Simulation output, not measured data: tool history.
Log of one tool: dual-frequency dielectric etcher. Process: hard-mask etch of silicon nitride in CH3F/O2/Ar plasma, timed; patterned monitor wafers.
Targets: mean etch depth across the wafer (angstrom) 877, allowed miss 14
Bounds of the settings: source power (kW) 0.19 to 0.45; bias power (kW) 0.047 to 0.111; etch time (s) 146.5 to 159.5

run,day,source power (kW),bias power (kW),etch time (s),mean etch depth across the wafer (angstrom)
1,0,0.32,0.079,159.5,1252.9
2,0.088,0.29,0.071,156,1138.5
3,0.312,0.29,0.079,156,1175.7
4,0.596,0.24,0.079,156,1104.2
5,0.912,0.24,0.085,156,1136.2
6,1.017,0.24,0.085,159.5,1156.9
7,1.254,0.23,0.076,156.5,1071.9
8,1.5,0.19,0.06,152.5,897.63
9,1.875,0.19,0.059,152.5,891.77
10,2.033,0.19,0.059,152.5,892.67

Which of these 4 next moves meets every target?
A,2.192,0.19,0.067,150,?
B,2.192,0.21,0.049,159.5,?
C,2.192,0.19,0.063,153,?
D,2.192,0.19,0.055,153.5,?

move,mean etch depth across the wafer (angstrom)
A,921.83
B,911.7
C,919.63
D,879.38
A: further off than the last run
B: further off than the last run
C: further off than the last run
D: meets every target
The right move is D.
